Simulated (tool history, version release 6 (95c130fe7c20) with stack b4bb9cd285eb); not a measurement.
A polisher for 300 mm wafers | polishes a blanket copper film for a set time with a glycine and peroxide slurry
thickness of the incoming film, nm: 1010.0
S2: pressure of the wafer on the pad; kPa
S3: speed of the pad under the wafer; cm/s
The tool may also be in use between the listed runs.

Run 1, hour 0: flow of slurry (ml/min) 155, S2 20.7 kPa, S3 112 cm/s, polishing time (s) 72. Result: film removed (Å) 5043.
Run 2, hour 3.7: flow of slurry (ml/min) 150, S2 17.9 kPa, S3 106 cm/s, polishing time (s) 72. Result: film removed (Å) 4347.
Run 3, hour 9: flow of slurry (ml/min) 145, S2 15.9 kPa, S3 100 cm/s, polishing time (s) 72. Result: film removed (Å) 3688.1.
Run 4, hour 14.7: flow of slurry (ml/min) 140, S2 14.5 kPa, S3 98 cm/s, polishing time (s) 72. Result: film removed (Å) 3355.8.
Run 5, hour 20.7: flow of slurry (ml/min) 140, S2 14.5 kPa, S3 116 cm/s, polishing time (s) 72. Result: film removed (Å) 3868.2.
Run 6, hour 24.5: flow of slurry (ml/min) 140, S2 14.5 kPa, S3 96 cm/s, polishing time (s) 72. Result: film removed (Å) 3339.
Run 7, hour 30.4: flow of slurry (ml/min) 135, S2 13.1 kPa, S3 96 cm/s, polishing time (s) 72. Result: film removed (Å) 3093.1.
Run 8, hour 33.4: flow of slurry (ml/min) 130, S2 12.4 kPa, S3 96 cm/s, polishing time (s) 72. Result: film removed (Å) 2993.7.

Forecast run 9:
Run 9, hour 38: flow of slurry (ml/min) 125, S2 11.7 kPa, S3 96 cm/s, polishing time (s) 72. Result: film removed (Å) ?.

Run 9 gave film removed (Å) 2837.1.
